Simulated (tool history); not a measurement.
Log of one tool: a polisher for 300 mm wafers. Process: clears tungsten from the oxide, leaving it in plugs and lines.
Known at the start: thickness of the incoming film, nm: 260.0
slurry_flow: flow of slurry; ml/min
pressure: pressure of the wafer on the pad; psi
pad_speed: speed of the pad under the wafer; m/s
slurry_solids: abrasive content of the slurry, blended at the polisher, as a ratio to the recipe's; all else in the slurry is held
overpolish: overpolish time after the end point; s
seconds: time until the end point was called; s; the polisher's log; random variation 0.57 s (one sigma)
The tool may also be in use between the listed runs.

run	hour	slurry_flow	pressure	pad_speed	slurry_solids	overpolish	seconds
1	0.0	300	3.6	1.12	1.0	4	57.501
2	7.0	300	3.6	1.12	1.0	4	57.231
3	13.7	300	3.6	1.12	1.0	4	57.218
4	22.4	235	3.6	1.12	1.0	4	59.598
5	28.5	235	3.6	1.12	1.0	4	60.020
6	33.4	240	3.9	1.12	1.0	4	54.618

Forecast run 7:
7	36.0	240	4.1	1.12	1.0	4	?

Run 7 gave seconds 50.305 s.
